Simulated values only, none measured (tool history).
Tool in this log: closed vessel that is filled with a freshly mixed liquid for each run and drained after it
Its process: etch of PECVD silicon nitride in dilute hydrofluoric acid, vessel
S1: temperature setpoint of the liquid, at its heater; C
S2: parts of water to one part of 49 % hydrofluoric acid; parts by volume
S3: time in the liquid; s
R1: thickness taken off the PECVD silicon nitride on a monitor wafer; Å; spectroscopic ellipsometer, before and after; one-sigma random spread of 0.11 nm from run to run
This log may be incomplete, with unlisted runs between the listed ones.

run,hour,S1,S2,S3,R1
1,0,23,80,410,138.7
2,2.8,22.5,80,410,134.12
3,3.8,22.5,90,410,120.21
4,12.6,25,90,410,142.81
5,20.9,25,90,440,150.98
6,29.8,24.5,90,440,144.84

For run 7, what comes out?
7,34,24,90,440,?

{"run 7": {"R1": 142.06}}
